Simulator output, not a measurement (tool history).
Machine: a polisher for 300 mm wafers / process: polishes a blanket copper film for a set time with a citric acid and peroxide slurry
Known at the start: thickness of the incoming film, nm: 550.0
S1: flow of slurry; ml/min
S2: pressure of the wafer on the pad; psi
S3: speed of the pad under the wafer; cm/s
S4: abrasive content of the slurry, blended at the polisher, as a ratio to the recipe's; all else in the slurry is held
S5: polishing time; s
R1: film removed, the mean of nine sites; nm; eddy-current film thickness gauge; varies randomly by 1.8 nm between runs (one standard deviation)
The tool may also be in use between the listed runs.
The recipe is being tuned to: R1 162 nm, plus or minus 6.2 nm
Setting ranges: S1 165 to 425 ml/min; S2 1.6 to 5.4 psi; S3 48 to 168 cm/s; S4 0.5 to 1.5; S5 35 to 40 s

run,day,S1,S2,S3,S4,S5,R1
1,0,275,3.5,108,1,40,89.871
2,0.354,210,3.5,108,1,40,88.321
3,0.4,210,3.8,110,1,40,97.647
4,0.771,210,4,112,1,40,104.43
5,0.929,210,4,112,1,35,90.539
6,1.183,210,4,112,1,40,104.53
7,1.517,210,4.2,114,1,40,112.18
8,1.804,210,4.4,114,1,40,117.4
9,2.158,210,4.6,116,1,40,122.41
10,2.225,210,4.7,118,1,40,127.91
11,2.567,210,4.8,120,1,40,133.51
12,2.792,210,5.4,124,1,40,154.68

Pick the move, out of 4, that brings all results within their allowed miss; only one does.
A,3.017,300,5.4,142,1.05,39,?
B,3.017,240,5.4,146,0.8,40,?
C,3.017,180,5.4,158,0.75,39,?
D,3.017,205,5.4,130,1,40,?

move,R1
A,177.16
B,174.32
C,175.87
D,159.05
A: moves the result that the last run missed by most past its target, out the other side
B: moves the result that the last run missed by most past its target, out the other side
C: moves the result that the last run missed by most past its target, out the other side
D: all results in spec
D is the move that brings every result within its allowed miss.
